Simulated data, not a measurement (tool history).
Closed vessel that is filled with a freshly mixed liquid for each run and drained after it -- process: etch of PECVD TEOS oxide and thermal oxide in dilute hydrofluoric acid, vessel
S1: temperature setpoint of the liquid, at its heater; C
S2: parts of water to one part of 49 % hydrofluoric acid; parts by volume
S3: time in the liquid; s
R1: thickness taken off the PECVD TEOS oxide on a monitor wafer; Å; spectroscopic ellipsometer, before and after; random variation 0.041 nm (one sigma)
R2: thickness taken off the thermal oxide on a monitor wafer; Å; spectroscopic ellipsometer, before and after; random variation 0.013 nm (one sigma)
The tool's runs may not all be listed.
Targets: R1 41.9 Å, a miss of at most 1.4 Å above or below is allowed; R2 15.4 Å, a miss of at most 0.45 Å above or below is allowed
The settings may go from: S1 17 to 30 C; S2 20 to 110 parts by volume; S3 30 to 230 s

run,hour,S1,S2,S3,R1,R2
1,0,22,60,120,265.28,95.84
2,8.3,20.5,75,95,153.82,57.482
3,14,20.5,60,95,200.21,71.895
4,21.4,19.5,75,80,125.96,45.45
5,24.7,19.5,85,80,107.57,39.816
# hour 28.5: hydrofluoric acid flow meter replaced
6,28.5,22,85,80,110.94,41.599
7,33.4,20.5,90,70,86.277,32.123
8,34.9,20.5,90,70,86.673,31.802
9,37.3,20,95,65,73.54,26.943
10,43.6,19.5,100,60,64.241,22.805
11,49,20,105,50,50.978,18.617

4 next moves are on the table. One of them brings every result within its allowed miss. Which?
A,54.4,18.5,90,55,?,?
B,54.4,24,110,40,?,?
C,54.4,22,110,40,?,?
D,54.4,23.5,110,35,?,?

move,R1,R2
A,61.729,22.962
B,44.879,16.695
C,41.454,15.42
D,38.503,14.323
A: the biggest miss grows against the last run
B: gains on the last run, yet a result remains outside its allowed miss
C: meets every target
D: takes the biggest miss from the last run beyond its target
Answer: C
